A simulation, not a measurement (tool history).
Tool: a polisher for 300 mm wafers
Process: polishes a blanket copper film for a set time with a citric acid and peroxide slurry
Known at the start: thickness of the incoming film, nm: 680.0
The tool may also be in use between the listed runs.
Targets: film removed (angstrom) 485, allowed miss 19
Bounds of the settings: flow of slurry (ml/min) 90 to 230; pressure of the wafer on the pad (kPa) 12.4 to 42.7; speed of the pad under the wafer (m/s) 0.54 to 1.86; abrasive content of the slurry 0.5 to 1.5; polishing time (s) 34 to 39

run	hour	flow of slurry (ml/min)	pressure of the wafer on the pad (kPa)	speed of the pad under the wafer (m/s)	abrasive content of the slurry	polishing time (s)	film removed (angstrom)
1	0	150	27.6	1.18	1	39	1276.9
2	3.1	170	27.6	1.18	1	39	1260.2
3	10.1	170	24.8	1.08	1	39	1089.2
4	17.1	170	22.8	0.98	1	39	919.62
5	21.1	170	22.8	0.98	1.2	39	952.95
6	30.1	150	22.8	0.98	1.2	39	923.82
7	38.6	150	20.7	0.92	1.2	39	798.84
8	40.9	145	19.3	0.9	1.2	39	762.98
9	42.9	145	17.9	0.86	1.2	39	686.95
10	44.9	140	16.5	0.84	1.2	39	625.69
11	47.4	135	15.9	0.82	1.2	39	596.72
12	55.7	130	15.2	0.82	1.2	39	568.9
13	58	125	14.5	0.82	1.2	39	543.75
14	64.4	120	14.5	0.82	1.2	39	532.66

4 next moves are on the table. One of them brings every result within its allowed miss. Which?
A	70.8	105	15.2	0.84	1.2	34	?
B	70.8	110	14.5	0.68	1.15	39	?
C	70.8	90	12.4	0.8	1.2	39	?
D	70.8	120	12.4	0.88	1.3	39	?

move	film removed (angstrom)
A	481.91
B	439.88
C	444.16
D	527.16
A: meets every target
B: takes the result that was furthest off past its target
C: takes the result that was furthest off past its target
D: nearer than the last run, and not there yet
Answer: A
